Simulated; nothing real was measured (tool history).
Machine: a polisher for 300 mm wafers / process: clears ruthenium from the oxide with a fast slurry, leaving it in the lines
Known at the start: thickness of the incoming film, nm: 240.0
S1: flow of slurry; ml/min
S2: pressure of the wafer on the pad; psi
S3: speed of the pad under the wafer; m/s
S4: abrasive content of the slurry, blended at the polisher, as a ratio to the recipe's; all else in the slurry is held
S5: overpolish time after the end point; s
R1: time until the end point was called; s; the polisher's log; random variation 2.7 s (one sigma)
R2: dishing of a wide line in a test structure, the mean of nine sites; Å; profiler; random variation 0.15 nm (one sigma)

run 1 day=0 | S1=285 S2=3.2 S3=0.78 S4=1 S5=22 | R1=62.579 R2=446.27
run 2 day=0.375 | S1=345 S2=3.2 S3=0.78 S4=1 S5=22 | R1=61.429 R2=466.17
run 3 day=0.471 | S1=295 S2=2.7 S3=0.66 S4=0.9 S5=18 | R1=86.611 R2=340.35
run 4 day=0.5 | S1=295 S2=2.7 S3=0.66 S4=0.8 S5=18 | R1=92.987 R2=324.39
run 5 day=0.683 | S1=295 S2=2.7 S3=0.76 S4=0.8 S5=18 | R1=81.145 R2=352.82
run 6 day=0.85 | S1=260 S2=2.4 S3=0.66 S4=0.7 S5=15 | R1=109.58 R2=244.36
run 7 day=1.158 | S1=235 S2=2.1 S3=0.64 S4=0.65 S5=13 | R1=129.63 R2=202.15
run 8 day=1.204 | S1=170 S2=1.4 S3=0.58 S4=0.5 S5=7 | R1=248.26 R2=63.946
run 9 day=1.467 | S1=185 S2=1.5 S3=0.6 S4=0.5 S5=7 | R1=210.8 R2=71.19

Forecast run 10:
run 10 day=1.617 | S1=210 S2=1.5 S3=0.6 S4=0.5 S5=7 | R1=? R2=?

{"run 10": {"R1": 214.97, "R2": 70.756}}
